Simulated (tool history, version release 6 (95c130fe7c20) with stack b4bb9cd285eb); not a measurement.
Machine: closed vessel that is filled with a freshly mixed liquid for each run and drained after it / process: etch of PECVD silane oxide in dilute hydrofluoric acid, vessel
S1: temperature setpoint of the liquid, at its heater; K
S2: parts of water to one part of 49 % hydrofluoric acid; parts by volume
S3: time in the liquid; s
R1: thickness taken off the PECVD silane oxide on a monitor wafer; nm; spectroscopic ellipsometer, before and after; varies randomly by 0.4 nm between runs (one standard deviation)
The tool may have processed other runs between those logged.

Run 1, hour 0.0: S1 295.15 K, S2 135 parts by volume, S3 95 s. Result: R1 16.014 nm.
Run 2, hour 3.0: S1 296.15 K, S2 135 parts by volume, S3 95 s. Result: R1 16.460 nm.
Run 3, hour 7.8: S1 296.15 K, S2 165 parts by volume, S3 95 s. Result: R1 13.371 nm.
Run 4, hour 11.8: S1 297.65 K, S2 125 parts by volume, S3 95 s. Result: R1 19.157 nm.
Run 5, hour 20.2: S1 294.15 K, S2 125 parts by volume, S3 95 s. Result: R1 16.825 nm.
Run 6, hour 28.0: S1 294.15 K, S2 125 parts by volume, S3 95 s. Result: R1 16.836 nm.
Run 7, hour 35.2: S1 296.15 K, S2 100 parts by volume, S3 95 s. Result: R1 23.828 nm.
Run 8, hour 42.8: S1 298.15 K, S2 85 parts by volume, S3 95 s. Result: R1 30.591 nm.
Run 9, hour 43.6: S1 302.15 K, S2 45 parts by volume, S3 95 s. Result: R1 71.536 nm.
Run 10, hour 50.0: S1 301.15 K, S2 45 parts by volume, S3 95 s. Result: R1 67.952 nm.
Run 11, hour 51.8: S1 300.15 K, S2 45 parts by volume, S3 95 s. Result: R1 66.310 nm.
Run 12, hour 54.7: S1 299.15 K, S2 45 parts by volume, S3 95 s. Result: R1 63.215 nm.
Run 13, hour 63.4: S1 298.15 K, S2 45 parts by volume, S3 95 s. Result: R1 60.498 nm.
Run 14, hour 64.9: S1 297.15 K, S2 45 parts by volume, S3 95 s. Result: R1 58.517 nm.

Run 15, settings as shown, results not yet in. Your forecast:
Run 15, hour 67.8: S1 296.15 K, S2 45 parts by volume, S3 95 s. Result: R1 ?.

For run 15 the tool returned R1 55.790 nm.
